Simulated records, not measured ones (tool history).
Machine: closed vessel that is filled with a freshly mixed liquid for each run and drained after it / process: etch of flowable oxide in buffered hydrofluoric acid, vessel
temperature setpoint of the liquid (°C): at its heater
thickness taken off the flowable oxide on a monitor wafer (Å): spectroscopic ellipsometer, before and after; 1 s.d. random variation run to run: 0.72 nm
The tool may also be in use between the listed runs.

run	hour	temperature setpoint of the liquid (°C)	parts of 40 % ammonium fluoride to one part of 49 % hydrofluoric acid (parts by volume)	time in the liquid (s)	thickness taken off the flowable oxide on a monitor wafer (Å)
1	0.0	23.0	14.5	30	423.78
2	8.2	23.0	14.5	30	419.83
3	11.6	24.5	13.0	30	502.89
4	19.3	24.5	13.0	30	511.62
5	28.0	26.0	12.0	30	590.37
6	33.2	27.0	11.5	30	651.76
7	36.6	28.0	11.0	30	715.88
8	44.9	28.5	10.5	30	774.08

Forecast run 9:
9	52.4	29.0	10.5	30	?

{"run 9": {"thickness taken off the flowable oxide on a monitor wafer (Å)": 789.97}}

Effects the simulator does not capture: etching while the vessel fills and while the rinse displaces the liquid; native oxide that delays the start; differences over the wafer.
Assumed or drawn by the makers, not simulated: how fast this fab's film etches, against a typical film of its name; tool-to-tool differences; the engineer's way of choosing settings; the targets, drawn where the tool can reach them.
